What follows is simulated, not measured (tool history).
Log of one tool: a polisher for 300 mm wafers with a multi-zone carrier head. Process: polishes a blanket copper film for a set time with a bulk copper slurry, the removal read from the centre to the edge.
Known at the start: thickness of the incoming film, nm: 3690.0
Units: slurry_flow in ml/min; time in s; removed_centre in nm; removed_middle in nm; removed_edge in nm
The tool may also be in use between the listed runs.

run 1 hour=0 | slurry_flow=240 centre_zone=1 middle_zone=1 edge_zone=1 slurry_solids=1 time=39 | removed_centre=170.43 removed_middle=168.23 removed_edge=178.22
run 2 hour=1.9 | slurry_flow=235 centre_zone=0.96 middle_zone=1.02 edge_zone=0.97 slurry_solids=0.95 time=39 | removed_centre=161.84 removed_middle=167.66 removed_edge=169.56
run 3 hour=9.3 | slurry_flow=235 centre_zone=0.96 middle_zone=1.02 edge_zone=0.97 slurry_solids=0.95 time=31 | removed_centre=128.15 removed_middle=137.02 removed_edge=133.14
run 4 hour=17 | slurry_flow=245 centre_zone=0.96 middle_zone=1.06 edge_zone=1.02 slurry_solids=1 time=31 | removed_centre=132.09 removed_middle=143.31 removed_edge=140.19
run 5 hour=22.1 | slurry_flow=300 centre_zone=0.96 middle_zone=1.06 edge_zone=1.02 slurry_solids=1 time=31 | removed_centre=134.55 removed_middle=143.88 removed_edge=142.38
run 6 hour=30.6 | slurry_flow=295 centre_zone=0.95 middle_zone=1.09 edge_zone=1.04 slurry_solids=1.1 time=31 | removed_centre=135.72 removed_middle=149.36 removed_edge=147.35
run 7 hour=36.9 | slurry_flow=295 centre_zone=0.95 middle_zone=1.09 edge_zone=1.04 slurry_solids=1.1 time=31 | removed_centre=134.95 removed_middle=151.52 removed_edge=143.75
run 8 hour=38.7 | slurry_flow=295 centre_zone=0.94 middle_zone=1.1 edge_zone=1.07 slurry_solids=1.15 time=31 | removed_centre=137.45 removed_middle=150.45 removed_edge=148.53

The next listed run, before its measurement:
run 9 hour=41.5 | slurry_flow=295 centre_zone=0.92 middle_zone=1.12 edge_zone=1.08 slurry_solids=1.2 time=32 | removed_centre=? removed_middle=? removed_edge=?

removed_centre: 134.92 nm
removed_middle: 160.09 nm
removed_edge: 156.55 nm
